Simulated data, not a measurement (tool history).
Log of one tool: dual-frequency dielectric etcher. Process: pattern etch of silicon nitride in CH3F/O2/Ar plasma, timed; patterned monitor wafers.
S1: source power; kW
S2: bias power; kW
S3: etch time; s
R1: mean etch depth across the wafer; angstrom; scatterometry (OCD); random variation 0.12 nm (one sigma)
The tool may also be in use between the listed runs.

| run | hour | S1 | S2 | S3 | R1 |
|---|---|---|---|---|---|
| 1 | 0.0 | 0.430 | 0.100 | 60 | 493.22 |
| 2 | 6.6 | 0.390 | 0.094 | 60 | 466.93 |
| 3 | 8.1 | 0.390 | 0.080 | 60 | 440.29 |
| 4 | 13.4 | 0.370 | 0.078 | 60 | 428.59 |
| 5 | 20.3 | 0.370 | 0.078 | 63 | 451.66 |
| 6 | 24.7 | 0.350 | 0.076 | 63 | 436.77 |

For run 7, what comes out?
| 7 | 26.8 | 0.330 | 0.075 | 63 | ? |

{"run 7": {"R1": 424.3}}

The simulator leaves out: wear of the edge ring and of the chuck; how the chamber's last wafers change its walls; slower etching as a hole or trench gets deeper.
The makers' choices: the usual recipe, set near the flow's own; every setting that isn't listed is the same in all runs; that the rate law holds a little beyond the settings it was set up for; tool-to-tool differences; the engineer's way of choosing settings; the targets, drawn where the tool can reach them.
